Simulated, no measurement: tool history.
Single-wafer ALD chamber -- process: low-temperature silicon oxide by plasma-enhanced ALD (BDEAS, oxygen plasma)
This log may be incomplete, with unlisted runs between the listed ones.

| run | hour | heater temperature setpoint (°C) | number of ALD cycles (cycles) | mean film thickness on the monitor wafer (Å) |
|---|---|---|---|---|
| 1 | 0.0 | 95 | 57 | 86.946 |
| 2 | 4.3 | 95 | 60 | 91.478 |
| 3 | 11.7 | 97 | 56 | 84.799 |
| 4 | 17.1 | 99 | 53 | 79.429 |
| 5 | 26.0 | 101 | 51 | 75.611 |
| 6 | 33.3 | 101 | 56 | 83.628 |
| 7 | 41.0 | 102 | 54 | 80.678 |

Run 8, settings as shown, results not yet in. Your forecast:
| 8 | 42.3 | 108 | 45 | ? |

mean film thickness on the monitor wafer (Å): 66.283
